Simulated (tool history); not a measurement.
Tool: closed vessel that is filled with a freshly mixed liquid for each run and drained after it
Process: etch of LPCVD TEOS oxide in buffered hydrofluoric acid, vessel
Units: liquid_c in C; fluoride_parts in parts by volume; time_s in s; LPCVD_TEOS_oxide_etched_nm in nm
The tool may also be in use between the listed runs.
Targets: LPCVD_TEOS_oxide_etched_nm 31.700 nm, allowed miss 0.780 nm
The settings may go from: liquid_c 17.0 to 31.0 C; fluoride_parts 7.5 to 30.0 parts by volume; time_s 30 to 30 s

run	hour	liquid_c	fluoride_parts	time_s	LPCVD_TEOS_oxide_etched_nm
1	0.0	23.0	22.0	30	24.466
2	3.6	24.5	22.0	30	26.802
3	6.5	25.0	22.0	30	27.608
4	13.1	25.5	22.0	30	28.591
5	18.4	25.5	22.0	30	28.320
6	24.7	26.0	22.0	30	29.312
7	26.7	26.5	22.0	30	29.891
8	30.4	27.0	22.0	30	30.454

Which of these 4 next moves meets every target?
A	34.1	27.5	22.0	30	?
B	34.1	28.0	25.0	30	?
C	34.1	22.5	17.0	30	?
D	34.1	26.0	21.0	30	?

move	LPCVD_TEOS_oxide_etched_nm
A	31.412
B	29.559
C	29.989
D	29.913
A: meets every target
B: further off than the last run
C: further off than the last run
D: further off than the last run
Answer: A
